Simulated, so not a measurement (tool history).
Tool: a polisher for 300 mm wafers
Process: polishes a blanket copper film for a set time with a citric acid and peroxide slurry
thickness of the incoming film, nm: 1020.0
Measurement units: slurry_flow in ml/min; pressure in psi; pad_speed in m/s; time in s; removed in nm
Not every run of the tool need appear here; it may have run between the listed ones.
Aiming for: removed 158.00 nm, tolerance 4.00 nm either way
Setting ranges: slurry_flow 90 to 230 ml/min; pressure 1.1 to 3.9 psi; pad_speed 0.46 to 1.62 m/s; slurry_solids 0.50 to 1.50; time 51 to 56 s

run  hour  slurry_flow  pressure  pad_speed  slurry_solids  time  removed
  1   0.0          150       2.5       1.04           1.00    56   109.80
  2   8.8          160       2.7       1.04           1.00    56   116.11
  3  15.2          160       2.4       1.04           1.00    56   103.69
  4  18.2          160       2.4       1.22           1.00    56   117.35
  5  20.6          195       2.4       1.22           1.00    56   120.55
  6  21.6          210       2.4       1.22           1.00    56   121.56
  7  26.8          210       2.5       1.22           1.00    56   127.16
  8  28.8          210       2.6       1.22           1.00    56   129.15
  9  29.4          210       2.7       1.22           1.00    56   136.83
 10  35.7          210       2.8       1.22           1.00    56   142.32
 11  40.2          210       2.9       1.22           1.00    56   144.70
 12  41.1          210       3.0       1.22           1.00    56   151.72

5 next moves are on the table. One of them brings every result within its allowed miss. Which?
  A  42.0          205       2.7       1.56           0.90    55        ?
  B  42.0          200       3.0       1.50           1.00    53        ?
  C  42.0          215       2.8       1.22           1.05    56        ?
  D  42.0          230       2.9       1.24           1.00    56        ?
  E  42.0          230       2.9       1.38           1.00    52        ?

move  removed
   A   158.31
   B   167.22
   C   142.71
   D   148.93
   E   150.43
A: in spec on every target
B: takes the biggest miss from the last run beyond its target
C: lands further from the targets than the last run did
D: lands further from the targets than the last run did
E: lands further from the targets than the last run did
The right move is A.

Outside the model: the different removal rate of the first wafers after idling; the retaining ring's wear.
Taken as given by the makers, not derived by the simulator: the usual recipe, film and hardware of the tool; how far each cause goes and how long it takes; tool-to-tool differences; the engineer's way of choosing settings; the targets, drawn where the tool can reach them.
